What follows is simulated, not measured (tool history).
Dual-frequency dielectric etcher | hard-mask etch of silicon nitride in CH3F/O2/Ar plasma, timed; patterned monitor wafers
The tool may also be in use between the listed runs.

run,hour,source power (kW),bias power (kW),etch time (s),mean etch depth across the wafer (nm)
1,0.0,0.290,0.082,167.5,113.20
2,3.5,0.290,0.091,167.5,117.81
3,9.1,0.290,0.085,167.5,114.97
4,12.0,0.330,0.085,167.5,121.59
5,20.2,0.330,0.093,167.5,125.45
6,22.3,0.330,0.093,167.5,125.63

The next listed run, before its measurement:
7,29.7,0.300,0.091,167.5,?

mean etch depth across the wafer (nm): 119.53
